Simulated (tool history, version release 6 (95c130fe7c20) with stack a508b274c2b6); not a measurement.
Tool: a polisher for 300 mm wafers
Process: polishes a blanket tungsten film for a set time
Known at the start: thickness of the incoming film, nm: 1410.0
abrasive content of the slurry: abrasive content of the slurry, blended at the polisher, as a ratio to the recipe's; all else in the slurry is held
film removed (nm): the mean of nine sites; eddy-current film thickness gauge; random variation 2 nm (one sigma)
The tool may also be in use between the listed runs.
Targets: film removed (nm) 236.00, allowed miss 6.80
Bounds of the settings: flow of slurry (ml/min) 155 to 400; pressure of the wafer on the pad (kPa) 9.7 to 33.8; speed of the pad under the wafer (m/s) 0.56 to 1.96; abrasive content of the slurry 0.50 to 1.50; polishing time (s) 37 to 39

run,hour,flow of slurry (ml/min),pressure of the wafer on the pad (kPa),speed of the pad under the wafer (m/s),abrasive content of the slurry,polishing time (s),film removed (nm)
1,0.0,255,21.4,1.26,1.00,37,152.91
2,2.7,255,21.4,1.26,0.90,37,148.33
3,6.8,255,21.4,1.26,1.10,37,156.25
4,13.0,255,23.4,1.26,1.10,37,170.30
5,17.5,295,23.4,1.26,1.10,37,174.86
6,19.1,295,23.4,1.26,1.00,37,168.84
7,25.6,295,24.8,1.26,1.00,37,178.54
8,31.0,305,31.0,1.28,1.00,37,227.14
# hour 39.2: head pressure recalibrated
9,39.2,310,31.0,1.28,1.00,37,248.97
10,47.2,305,31.0,1.28,1.00,37,243.88

Which of these 5 next moves meets every target?
A,55.2,300,31.0,1.26,1.05,39,?
B,55.2,310,27.6,1.32,0.90,39,?
C,55.2,280,29.6,1.36,1.05,39,?
D,55.2,275,31.0,1.32,1.00,37,?
E,55.2,335,32.4,1.24,1.05,37,?

move,film removed (nm)
A,256.63
B,231.64
C,262.56
D,249.67
E,252.63
A: further off than the last run
B: meets every target
C: further off than the last run
D: further off than the last run
E: further off than the last run
The right move is B.
